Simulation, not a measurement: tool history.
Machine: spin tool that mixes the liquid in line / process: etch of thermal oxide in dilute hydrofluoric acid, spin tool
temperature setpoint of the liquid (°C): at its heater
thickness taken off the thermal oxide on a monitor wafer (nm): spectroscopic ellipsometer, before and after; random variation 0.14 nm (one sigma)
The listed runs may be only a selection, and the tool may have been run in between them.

run,day,temperature setpoint of the liquid (°C),parts of water to one part of 49 % hydrofluoric acid (parts by volume),time under the liquid (s),thickness taken off the thermal oxide on a monitor wafer (nm)
1,0.000,26.0,220,320,5.4595
2,0.104,28.0,185,320,7.3134
3,0.333,28.0,185,320,7.2299
4,0.438,28.0,220,320,5.9358
5,0.725,29.5,190,320,7.3275
6,1.092,32.0,190,320,8.0558
7,1.438,32.5,165,320,9.6527
8,1.612,33.0,150,320,11.4200
9,1.738,33.0,145,320,11.8560
10,1.900,33.0,140,320,12.0960

The next listed run, before its measurement:
11,2.125,33.0,135,320,?

Run 11 produced thickness taken off the thermal oxide on a monitor wafer (nm) 12.9150.
